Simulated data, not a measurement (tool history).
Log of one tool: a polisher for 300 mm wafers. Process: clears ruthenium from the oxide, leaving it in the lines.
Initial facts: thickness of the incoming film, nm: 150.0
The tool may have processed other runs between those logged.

run,hour,flow of slurry (ml/min),pressure of the wafer on the pad (kPa),speed of the pad under the wafer (m/s),overpolish time after the end point (s),time until the end point was called (s)
1,0.0,190,17.9,1.14,7,121.320
2,5.3,190,17.9,1.14,5,120.300
3,8.5,190,20.7,1.14,5,110.620
4,17.3,190,20.7,0.94,5,135.040
5,22.3,190,20.7,0.94,7,131.280
6,29.2,190,22.1,1.00,7,112.510
7,35.2,190,22.8,1.02,7,106.900
8,35.8,190,23.4,1.04,7,103.700
# hour 42.6: worn pad replaced by a new one
9,42.6,190,24.1,1.08,7,95.211
10,44.3,190,24.8,1.10,7,87.970

For run 11, what comes out?
11,53.0,190,25.5,1.10,7,?

time until the end point was called (s): 87.240
